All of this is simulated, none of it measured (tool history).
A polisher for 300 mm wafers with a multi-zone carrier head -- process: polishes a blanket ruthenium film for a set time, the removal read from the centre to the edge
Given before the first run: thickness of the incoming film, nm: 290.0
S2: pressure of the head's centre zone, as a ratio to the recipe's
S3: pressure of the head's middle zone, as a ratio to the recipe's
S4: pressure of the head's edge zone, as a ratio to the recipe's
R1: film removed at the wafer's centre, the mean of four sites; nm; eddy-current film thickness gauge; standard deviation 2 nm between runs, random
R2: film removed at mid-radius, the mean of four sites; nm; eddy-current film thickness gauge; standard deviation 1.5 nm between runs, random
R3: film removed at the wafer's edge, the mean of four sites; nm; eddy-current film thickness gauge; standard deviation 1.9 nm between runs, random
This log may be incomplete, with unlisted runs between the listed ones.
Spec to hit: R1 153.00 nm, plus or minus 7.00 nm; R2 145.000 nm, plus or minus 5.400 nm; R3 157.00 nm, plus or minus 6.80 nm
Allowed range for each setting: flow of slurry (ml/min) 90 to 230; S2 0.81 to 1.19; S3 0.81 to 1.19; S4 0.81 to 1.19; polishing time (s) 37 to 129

Run 1, day 0.000: flow of slurry (ml/min) 150, S2 1.00, S3 1.00, S4 1.00, polishing time (s) 83. Result: R1 103.24 nm, R2 102.250 nm, R3 103.21 nm.
Run 2, day 0.275: flow of slurry (ml/min) 150, S2 1.00, S3 1.00, S4 0.94, polishing time (s) 83. Result: R1 107.09 nm, R2 99.997 nm, R3 101.22 nm.
Run 3, day 0.583: flow of slurry (ml/min) 155, S2 1.01, S3 0.99, S4 0.98, polishing time (s) 90. Result: R1 115.05 nm, R2 109.030 nm, R3 109.09 nm.
Run 4, day 0.625: flow of slurry (ml/min) 155, S2 1.01, S3 0.99, S4 1.03, polishing time (s) 90. Result: R1 115.30 nm, R2 109.970 nm, R3 113.94 nm.
At day 0.842: slurry nozzle cleaned.
Run 5, day 0.842: flow of slurry (ml/min) 130, S2 1.01, S3 0.99, S4 1.03, polishing time (s) 90. Result: R1 116.83 nm, R2 110.930 nm, R3 114.83 nm.
Run 6, day 1.204: flow of slurry (ml/min) 130, S2 1.01, S3 0.99, S4 1.06, polishing time (s) 95. Result: R1 120.71 nm, R2 116.520 nm, R3 122.57 nm.
Run 7, day 1.446: flow of slurry (ml/min) 130, S2 1.02, S3 0.99, S4 1.08, polishing time (s) 99. Result: R1 130.43 nm, R2 122.170 nm, R3 129.01 nm.
Run 8, day 1.638: flow of slurry (ml/min) 130, S2 1.02, S3 0.99, S4 1.10, polishing time (s) 102. Result: R1 134.69 nm, R2 125.990 nm, R3 135.78 nm.
Run 9, day 1.921: flow of slurry (ml/min) 130, S2 1.02, S3 1.00, S4 1.11, polishing time (s) 104. Result: R1 137.41 nm, R2 130.720 nm, R3 138.85 nm.
Run 10, day 2.212: flow of slurry (ml/min) 130, S2 1.02, S3 1.00, S4 1.12, polishing time (s) 106. Result: R1 136.98 nm, R2 132.910 nm, R3 137.31 nm.
Run 11, day 2.554: flow of slurry (ml/min) 130, S2 1.02, S3 0.99, S4 1.13, polishing time (s) 108. Result: R1 140.35 nm, R2 133.270 nm, R3 144.77 nm.
Run 12, day 2.804: flow of slurry (ml/min) 130, S2 1.02, S3 0.99, S4 1.13, polishing time (s) 110. Result: R1 146.03 nm, R2 136.020 nm, R3 145.61 nm.
Run 13, day 3.054: flow of slurry (ml/min) 130, S2 1.02, S3 0.99, S4 1.14, polishing time (s) 111. Result: R1 147.53 nm, R2 136.360 nm, R3 147.75 nm.
Run 14, day 3.092: flow of slurry (ml/min) 130, S2 1.02, S3 0.99, S4 1.14, polishing time (s) 111. Result: R1 141.73 nm, R2 138.330 nm, R3 150.54 nm.
Run 15, day 3.133: flow of slurry (ml/min) 130, S2 1.02, S3 0.99, S4 1.14, polishing time (s) 111. Result: R1 143.65 nm, R2 136.050 nm, R3 150.07 nm.
Run 16, day 3.396: flow of slurry (ml/min) 130, S2 1.02, S3 0.99, S4 1.14, polishing time (s) 112. Result: R1 148.92 nm, R2 138.730 nm, R3 150.17 nm.
Run 17, day 3.717: flow of slurry (ml/min) 130, S2 1.02, S3 0.99, S4 1.15, polishing time (s) 113. Result: R1 149.42 nm, R2 137.780 nm, R3 152.56 nm.

4 candidate next runs follow, results not yet known. Just one meets every target within its allowed miss. Identify it.
Run A, day 4.038: flow of slurry (ml/min) 175, S2 1.06, S3 1.07, S4 0.95, polishing time (s) 114. Result: R1 ?, R2 ?, R3 ?.
Run B, day 4.038: flow of slurry (ml/min) 130, S2 1.19, S3 1.15, S4 1.08, polishing time (s) 111. Result: R1 ?, R2 ?, R3 ?.
Run C, day 4.038: flow of slurry (ml/min) 130, S2 1.05, S3 1.03, S4 1.19, polishing time (s) 114. Result: R1 ?, R2 ?, R3 ?.
Run D, day 4.038: flow of slurry (ml/min) 170, S2 1.10, S3 0.95, S4 1.09, polishing time (s) 117. Result: R1 ?, R2 ?, R3 ?.

move      R1       R2      R3
   A  163.25  159.730  146.27
   B  166.81  156.700  145.72
   C  152.25  146.540  157.55
   D  172.39  147.510  160.23
A: moves the result that the last run missed by most past its target, out the other side
B: moves the result that the last run missed by most past its target, out the other side
C: each result inside its tolerance
D: puts the biggest miss on target and leaves a different result outside tolerance
The right move is C.
